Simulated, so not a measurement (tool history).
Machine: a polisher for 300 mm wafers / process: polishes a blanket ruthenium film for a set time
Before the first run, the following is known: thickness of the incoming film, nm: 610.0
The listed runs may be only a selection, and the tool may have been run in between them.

run	day	flow of slurry (ml/min)	pressure of the wafer on the pad (kPa)	speed of the pad under the wafer (m/s)	polishing time (s)	film removed (nm)
1	0.000	235	19.3	0.84	59	82.051
2	0.242	235	19.3	1.02	59	98.772
3	0.471	235	23.4	1.02	59	118.530
4	0.779	235	23.4	0.92	59	106.280
5	1.067	235	24.1	0.92	59	111.000
6	1.108	235	20.7	0.92	59	95.045
7	1.367	235	26.2	0.94	59	121.740

Estimate the outcome of run 8 from the log above:
8	1.596	235	26.9	0.94	59	?

{"run 8": {"film removed (nm)": 127.2}}

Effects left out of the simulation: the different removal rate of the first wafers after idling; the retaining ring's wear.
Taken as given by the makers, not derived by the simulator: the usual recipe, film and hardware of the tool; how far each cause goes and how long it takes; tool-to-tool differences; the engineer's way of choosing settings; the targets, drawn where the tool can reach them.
